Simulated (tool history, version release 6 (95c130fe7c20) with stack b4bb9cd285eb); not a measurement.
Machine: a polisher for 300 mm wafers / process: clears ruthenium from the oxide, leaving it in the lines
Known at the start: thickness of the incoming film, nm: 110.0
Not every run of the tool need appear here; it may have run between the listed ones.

run,hour,flow of slurry (ml/min),pressure of the wafer on the pad (kPa),speed of the pad under the wafer (cm/s),overpolish time after the end point (s),time until the end point was called (s)
1,0,260,17.2,122,9,66.636
2,2.4,260,17.2,122,9,67.931
3,7.3,320,17.2,122,9,68.137
4,10.8,320,13.8,122,9,82.482
5,12.5,320,15.2,124,9,73.782
6,18,265,15.2,124,9,75.918
7,18.6,265,16.5,124,9,68.575
8,21.7,265,17.2,124,9,65.043

What will run 9 give?
9,26.2,265,17.9,124,9,?

time until the end point was called (s): 64.248
